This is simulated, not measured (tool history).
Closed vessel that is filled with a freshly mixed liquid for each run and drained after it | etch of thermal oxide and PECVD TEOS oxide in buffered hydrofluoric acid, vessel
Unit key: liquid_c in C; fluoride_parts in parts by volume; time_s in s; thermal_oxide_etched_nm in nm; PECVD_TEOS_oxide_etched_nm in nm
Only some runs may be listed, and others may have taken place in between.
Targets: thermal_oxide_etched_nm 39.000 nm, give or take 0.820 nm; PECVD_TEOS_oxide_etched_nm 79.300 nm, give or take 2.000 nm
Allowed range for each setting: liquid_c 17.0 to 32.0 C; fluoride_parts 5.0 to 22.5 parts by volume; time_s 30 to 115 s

run,hour,liquid_c,fluoride_parts,time_s,thermal_oxide_etched_nm,PECVD_TEOS_oxide_etched_nm
1,0.0,24.0,13.5,60,45.310,91.883
2,2.8,22.5,13.5,60,41.942,84.997
3,5.7,22.0,13.5,60,40.804,83.714
4,13.6,20.0,13.5,60,36.560,74.173
5,19.9,20.0,10.0,60,48.706,98.753
6,21.0,19.5,10.0,60,47.314,96.360
7,24.7,19.0,10.0,60,46.235,94.290
8,30.8,18.5,10.0,60,44.936,90.437
9,38.5,18.0,10.0,60,43.735,89.213
10,39.4,17.5,10.5,60,40.265,83.025

Exercise: of the 4 proposed moves below, exactly one satisfies all targets within the stated allowed misses. Which move is it?
A,40.3,17.0,15.0,85,?,?
B,40.3,17.5,11.5,70,?,?
C,40.3,17.5,9.0,55,?,?
D,40.3,17.5,8.0,50,?,?

move,thermal_oxide_etched_nm,PECVD_TEOS_oxide_etched_nm
A,39.211,79.369
B,43.136,87.313
C,41.512,84.025
D,42.888,86.811
A: in spec on every target
B: moves away from the targets compared with the last run
C: moves away from the targets compared with the last run
D: moves away from the targets compared with the last run
So the answer is move A, the one that meets all the targets.

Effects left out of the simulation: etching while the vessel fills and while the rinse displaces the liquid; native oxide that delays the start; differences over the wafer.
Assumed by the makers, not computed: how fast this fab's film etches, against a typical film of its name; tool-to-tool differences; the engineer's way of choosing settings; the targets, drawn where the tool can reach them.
